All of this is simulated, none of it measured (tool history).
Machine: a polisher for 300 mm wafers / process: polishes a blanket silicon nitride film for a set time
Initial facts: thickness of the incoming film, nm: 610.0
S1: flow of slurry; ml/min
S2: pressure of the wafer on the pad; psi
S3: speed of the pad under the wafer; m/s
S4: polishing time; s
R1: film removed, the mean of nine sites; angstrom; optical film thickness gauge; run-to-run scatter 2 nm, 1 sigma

run 1 hour=0 | S1=155 S2=3.1 S3=1.38 S4=126 | R1=2909.5
run 2 hour=6.6 | S1=155 S2=3.1 S3=1.04 S4=126 | R1=2449.1
run 3 hour=15.3 | S1=150 S2=3 S3=1.04 S4=126 | R1=2384.9
run 4 hour=17.9 | S1=150 S2=2.9 S3=1.04 S4=126 | R1=2326.8
run 5 hour=23.2 | S1=150 S2=2.8 S3=1.04 S4=126 | R1=2192.8
run 6 hour=30.5 | S1=150 S2=3.1 S3=1.04 S4=126 | R1=2446.8
run 7 hour=34.1 | S1=135 S2=2.4 S3=1.02 S4=126 | R1=1845.7

For run 8, what comes out?
run 8 hour=34.9 | S1=135 S2=2.4 S3=1.02 S4=126 | R1=?

{"run 8": {"R1": 1861.6}}
